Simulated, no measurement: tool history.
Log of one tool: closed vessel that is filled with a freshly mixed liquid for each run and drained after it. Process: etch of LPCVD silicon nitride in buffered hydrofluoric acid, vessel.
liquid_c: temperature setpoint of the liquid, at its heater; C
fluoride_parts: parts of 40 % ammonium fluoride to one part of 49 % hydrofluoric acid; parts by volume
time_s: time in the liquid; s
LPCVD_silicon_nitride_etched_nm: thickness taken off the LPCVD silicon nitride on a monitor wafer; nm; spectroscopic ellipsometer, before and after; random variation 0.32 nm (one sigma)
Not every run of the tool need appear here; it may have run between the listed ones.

| run | hour | liquid_c | fluoride_parts | time_s | LPCVD_silicon_nitride_etched_nm |
|---|---|---|---|---|---|
| 1 | 0.0 | 22.0 | 21.0 | 2935 | 19.229 |
| 2 | 8.0 | 25.0 | 21.0 | 2935 | 23.459 |
| 3 | 15.6 | 25.5 | 20.5 | 2935 | 24.742 |
| 4 | 22.4 | 26.0 | 20.0 | 2935 | 24.781 |
| 5 | 32.3 | 26.0 | 16.0 | 2935 | 31.668 |
| 6 | 41.6 | 26.0 | 12.0 | 2935 | 40.818 |
| 7 | 44.8 | 25.5 | 12.0 | 2935 | 40.494 |
| 8 | 47.7 | 25.0 | 12.0 | 2935 | 39.780 |

Run 9 has not been measured yet. What should we expect?
| 9 | 50.9 | 24.5 | 12.0 | 2935 | ? |

Run 9 yielded LPCVD_silicon_nitride_etched_nm 38.507 nm.

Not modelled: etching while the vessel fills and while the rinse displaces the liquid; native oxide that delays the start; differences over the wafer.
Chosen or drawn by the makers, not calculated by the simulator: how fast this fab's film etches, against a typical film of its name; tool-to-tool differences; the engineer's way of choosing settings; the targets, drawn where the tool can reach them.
